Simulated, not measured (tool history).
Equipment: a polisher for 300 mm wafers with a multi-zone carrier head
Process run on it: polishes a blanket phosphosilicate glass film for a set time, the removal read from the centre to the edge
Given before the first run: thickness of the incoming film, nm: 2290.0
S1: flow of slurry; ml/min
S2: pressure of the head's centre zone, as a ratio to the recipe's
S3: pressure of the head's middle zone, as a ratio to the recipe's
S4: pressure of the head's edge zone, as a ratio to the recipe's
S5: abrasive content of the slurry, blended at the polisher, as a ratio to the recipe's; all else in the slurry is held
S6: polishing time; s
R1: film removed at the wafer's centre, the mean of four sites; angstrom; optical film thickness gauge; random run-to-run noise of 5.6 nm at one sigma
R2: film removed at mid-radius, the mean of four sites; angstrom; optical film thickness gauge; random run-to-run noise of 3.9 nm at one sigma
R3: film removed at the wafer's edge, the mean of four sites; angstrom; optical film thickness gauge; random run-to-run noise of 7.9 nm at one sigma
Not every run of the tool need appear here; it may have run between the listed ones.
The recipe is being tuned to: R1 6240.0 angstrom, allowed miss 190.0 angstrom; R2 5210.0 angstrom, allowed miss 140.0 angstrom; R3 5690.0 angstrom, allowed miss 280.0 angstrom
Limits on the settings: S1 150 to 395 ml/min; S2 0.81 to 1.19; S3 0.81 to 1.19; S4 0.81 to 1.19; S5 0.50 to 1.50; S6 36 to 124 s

Run 1, day 0.000: S1 250 ml/min, S2 1.00, S3 1.00, S4 1.00, S5 1.00, S6 79 s. Result: R1 7710.6 angstrom, R2 7359.7 angstrom, R3 7702.8 angstrom.
Run 2, day 0.300: S1 205 ml/min, S2 1.00, S3 1.00, S4 1.00, S5 1.00, S6 79 s. Result: R1 7682.3 angstrom, R2 7146.5 angstrom, R3 7269.0 angstrom.
Run 3, day 0.633: S1 195 ml/min, S2 0.99, S3 0.97, S4 0.99, S5 0.95, S6 79 s. Result: R1 7383.9 angstrom, R2 6830.3 angstrom, R3 7088.4 angstrom.
Run 4, day 0.825: S1 165 ml/min, S2 0.99, S3 0.97, S4 0.99, S5 0.95, S6 79 s. Result: R1 7060.6 angstrom, R2 6764.5 angstrom, R3 6897.6 angstrom.
Run 5, day 0.962: S1 165 ml/min, S2 0.99, S3 0.97, S4 0.99, S5 1.10, S6 79 s. Result: R1 7609.9 angstrom, R2 7052.5 angstrom, R3 7447.1 angstrom.
Run 6, day 1.075: S1 165 ml/min, S2 0.99, S3 0.97, S4 0.99, S5 1.10, S6 91 s. Result: R1 8586.0 angstrom, R2 8086.6 angstrom, R3 8219.3 angstrom.
Run 7, day 1.342: S1 170 ml/min, S2 1.00, S3 0.94, S4 0.98, S5 0.95, S6 88 s. Result: R1 8003.0 angstrom, R2 7353.3 angstrom, R3 7567.0 angstrom.
Run 8, day 1.388: S1 175 ml/min, S2 1.01, S3 0.92, S4 0.98, S5 0.85, S6 85 s. Result: R1 7504.7 angstrom, R2 6779.9 angstrom, R3 7160.7 angstrom.
Run 9, day 1.612: S1 175 ml/min, S2 1.02, S3 0.90, S4 0.97, S5 0.75, S6 83 s. Result: R1 7150.8 angstrom, R2 6278.5 angstrom, R3 6559.0 angstrom.
Run 10, day 1.754: S1 175 ml/min, S2 1.02, S3 0.88, S4 0.97, S5 0.70, S6 82 s. Result: R1 6874.5 angstrom, R2 5923.8 angstrom, R3 6552.5 angstrom.
Run 11, day 1.800: S1 175 ml/min, S2 1.02, S3 0.87, S4 0.95, S5 0.65, S6 82 s. Result: R1 6552.8 angstrom, R2 5698.8 angstrom, R3 6039.7 angstrom.

4 candidate next runs follow, results not yet known. Just one meets every target within its allowed miss. Identify it.
Run A, day 1.846: S1 180 ml/min, S2 0.90, S3 0.92, S4 0.99, S5 0.65, S6 85 s. Result: R1 ?, R2 ?, R3 ?.
Run B, day 1.846: S1 155 ml/min, S2 1.10, S3 0.94, S4 1.05, S5 0.65, S6 74 s. Result: R1 ?, R2 ?, R3 ?.
Run C, day 1.846: S1 160 ml/min, S2 0.93, S3 1.03, S4 0.84, S5 0.60, S6 87 s. Result: R1 ?, R2 ?, R3 ?.
Run D, day 1.846: S1 150 ml/min, S2 0.86, S3 1.06, S4 0.87, S5 0.60, S6 94 s. Result: R1 ?, R2 ?, R3 ?.

move      R1      R2      R3
   A  6289.5  6140.6  6455.4
   B  6316.1  5255.2  5659.6
   C  6264.4  6362.1  5851.9
   D  6235.1  6902.1  6356.5
A: moves away from the targets compared with the last run
B: all results land within tolerance of their targets
C: moves away from the targets compared with the last run
D: moves away from the targets compared with the last run
Correct choice: B, which meets every target
